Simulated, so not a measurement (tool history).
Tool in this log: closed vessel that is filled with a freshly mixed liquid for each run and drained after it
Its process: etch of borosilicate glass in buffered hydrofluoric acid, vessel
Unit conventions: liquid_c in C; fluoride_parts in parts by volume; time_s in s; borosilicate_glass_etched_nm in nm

| run | hour | liquid_c | fluoride_parts | time_s | borosilicate_glass_etched_nm |
|---|---|---|---|---|---|
| 1 | 0.0 | 21.0 | 10.0 | 90 | 114.020 |
| 2 | 4.9 | 20.0 | 11.0 | 90 | 96.768 |
| 3 | 6.6 | 19.5 | 11.5 | 90 | 89.181 |
| 4 | 10.9 | 19.5 | 11.5 | 90 | 90.622 |
| 5 | 13.8 | 19.0 | 12.0 | 90 | 84.353 |
| 6 | 19.8 | 18.5 | 12.5 | 90 | 78.303 |
| 7 | 23.1 | 18.5 | 12.5 | 90 | 78.848 |
| 8 | 25.9 | 18.0 | 13.0 | 90 | 73.013 |

For run 9, what comes out?
| 9 | 31.2 | 17.5 | 13.5 | 90 | ? |

Run 9 yielded borosilicate_glass_etched_nm 68.322 nm.
